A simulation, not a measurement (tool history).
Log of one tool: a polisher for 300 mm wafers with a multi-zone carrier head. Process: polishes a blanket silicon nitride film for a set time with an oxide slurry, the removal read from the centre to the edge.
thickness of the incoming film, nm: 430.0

run	hour	flow of slurry (ml/min)	pressure of the head's centre zone	pressure of the head's middle zone	pressure of the head's edge zone	abrasive content of the slurry	polishing time (s)	film removed at the wafer's centre (Å)	film removed at mid-radius (Å)	film removed at the wafer's edge (Å)
1	0	135	1	1	1	1	56	417.61	409.86	422.34
2	8.8	125	0.96	0.98	0.97	0.9	54	352.72	353.91	373
3	16.2	125	0.96	0.98	1	0.9	54	353.09	346.88	372.33
4	24.1	120	0.93	0.98	0.97	0.8	53	307.39	319.79	332
5	32.5	120	0.93	0.91	0.97	0.8	53	302.04	303.74	331.7
6	37.6	115	0.91	0.9	0.94	0.75	53	279.2	273.21	306.53
# hour 39.9: edge zone pressure recalibrated
7	39.9	115	0.91	0.9	0.94	0.75	53	273.44	279.58	288.37

Forecast run 8:
8	41.1	110	0.89	0.89	0.94	0.75	53	?	?	?

film removed at the wafer's centre (Å): 270.76
film removed at mid-radius (Å): 266.59
film removed at the wafer's edge (Å): 293.14

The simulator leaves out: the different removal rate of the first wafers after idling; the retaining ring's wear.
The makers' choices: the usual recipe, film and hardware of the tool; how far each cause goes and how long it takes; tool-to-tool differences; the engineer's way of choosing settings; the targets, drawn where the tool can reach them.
